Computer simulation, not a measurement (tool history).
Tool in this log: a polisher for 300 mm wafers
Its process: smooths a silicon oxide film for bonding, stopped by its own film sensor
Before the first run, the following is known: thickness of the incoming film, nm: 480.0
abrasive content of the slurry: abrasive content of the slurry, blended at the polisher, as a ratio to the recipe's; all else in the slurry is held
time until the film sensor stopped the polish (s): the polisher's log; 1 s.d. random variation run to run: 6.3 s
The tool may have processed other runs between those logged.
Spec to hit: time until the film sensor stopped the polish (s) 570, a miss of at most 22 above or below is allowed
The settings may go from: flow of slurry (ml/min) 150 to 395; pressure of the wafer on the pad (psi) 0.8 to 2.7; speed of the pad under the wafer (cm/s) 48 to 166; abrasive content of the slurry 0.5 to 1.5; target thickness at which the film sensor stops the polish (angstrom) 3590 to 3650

run,hour,flow of slurry (ml/min),pressure of the wafer on the pad (psi),speed of the pad under the wafer (cm/s),abrasive content of the slurry,target thickness at which the film sensor stops the polish (angstrom),time until the film sensor stopped the polish (s)
1,0,250,1.7,106,1,3650,194.46
2,1.7,250,1.5,92,0.95,3640,258.05
3,8.1,250,1.3,82,0.95,3640,322.27
4,16.2,250,1.2,76,0.95,3640,369.54
5,20.9,205,1.2,76,0.95,3640,376.39
6,21.9,205,1.2,76,1.05,3640,362.95
7,22.5,205,1.1,72,1.05,3640,410.62
8,31,205,1,70,1.05,3640,449.3
9,38.4,205,0.8,54,1.05,3640,698.7
10,43.8,205,0.9,54,1.05,3640,621.98

Pick the move, out of 5, that brings all results within their allowed miss; only one does.
A,49.2,275,1,54,1.1,3650,?
B,49.2,200,1,56,1.15,3640,?
C,49.2,215,0.9,70,0.9,3650,?
D,49.2,250,0.9,64,1.15,3620,?
E,49.2,235,0.9,60,1.1,3590,?

move,time until the film sensor stopped the polish (s)
A,522.69
B,522.04
C,539.35
D,511.55
E,568.82
A: takes the biggest miss from the last run beyond its target
B: takes the biggest miss from the last run beyond its target
C: takes the biggest miss from the last run beyond its target
D: takes the biggest miss from the last run beyond its target
E: every result lands within tolerance
Move E is the one to make.

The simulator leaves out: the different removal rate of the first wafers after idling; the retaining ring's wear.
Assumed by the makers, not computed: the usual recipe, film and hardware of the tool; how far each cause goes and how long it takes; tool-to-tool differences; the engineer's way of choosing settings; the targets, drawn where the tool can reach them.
